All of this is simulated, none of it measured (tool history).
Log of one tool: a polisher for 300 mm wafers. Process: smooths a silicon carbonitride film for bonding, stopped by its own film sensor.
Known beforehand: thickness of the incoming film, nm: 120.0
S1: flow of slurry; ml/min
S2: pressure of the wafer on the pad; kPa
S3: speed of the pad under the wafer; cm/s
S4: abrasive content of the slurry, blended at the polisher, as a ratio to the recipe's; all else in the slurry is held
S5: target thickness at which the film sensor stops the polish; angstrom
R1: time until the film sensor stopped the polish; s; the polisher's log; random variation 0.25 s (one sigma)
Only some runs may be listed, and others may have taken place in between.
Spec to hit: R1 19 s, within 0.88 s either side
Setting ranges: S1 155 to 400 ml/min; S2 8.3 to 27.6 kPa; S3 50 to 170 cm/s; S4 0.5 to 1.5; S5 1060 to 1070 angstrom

run 1 hour=0 | S1=255 S2=17.9 S3=110 S4=1 S5=1060 | R1=33.377
run 2 hour=2.9 | S1=255 S2=17.9 S3=110 S4=1 S5=1060 | R1=32.097
run 3 hour=10 | S1=255 S2=15.9 S3=110 S4=1 S5=1060 | R1=36.477
run 4 hour=14.5 | S1=295 S2=15.9 S3=110 S4=1 S5=1060 | R1=35.367
run 5 hour=17 | S1=295 S2=17.2 S3=110 S4=1 S5=1060 | R1=33.364
run 6 hour=19 | S1=295 S2=17.2 S3=136 S4=1 S5=1060 | R1=28.211
run 7 hour=25.5 | S1=295 S2=22.1 S3=142 S4=1 S5=1060 | R1=22.463
run 8 hour=26.2 | S1=295 S2=22.8 S3=142 S4=1 S5=1060 | R1=22.621
run 9 hour=31.9 | S1=295 S2=23.4 S3=142 S4=1 S5=1060 | R1=21.585

Which of these 4 next moves meets every target?
run A hour=37.6 | S1=260 S2=23.4 S3=152 S4=1.2 S5=1070 | R1=?
run B hour=37.6 | S1=285 S2=24.1 S3=154 S4=0.9 S5=1060 | R1=?
run C hour=37.6 | S1=290 S2=22.8 S3=142 S4=0.9 S5=1060 | R1=?
run D hour=37.6 | S1=280 S2=23.4 S3=142 S4=1.1 S5=1070 | R1=?

move=A R1=17.193
move=B R1=20.537
move=C R1=22.884
move=D R1=18.75
A: moves the result that the last run missed by most past its target, out the other side
B: moves toward the targets from the last run without getting all of them in spec
C: its largest miss is bigger than the last run's
D: all results land within tolerance of their targets
Correct choice: D, which meets every target

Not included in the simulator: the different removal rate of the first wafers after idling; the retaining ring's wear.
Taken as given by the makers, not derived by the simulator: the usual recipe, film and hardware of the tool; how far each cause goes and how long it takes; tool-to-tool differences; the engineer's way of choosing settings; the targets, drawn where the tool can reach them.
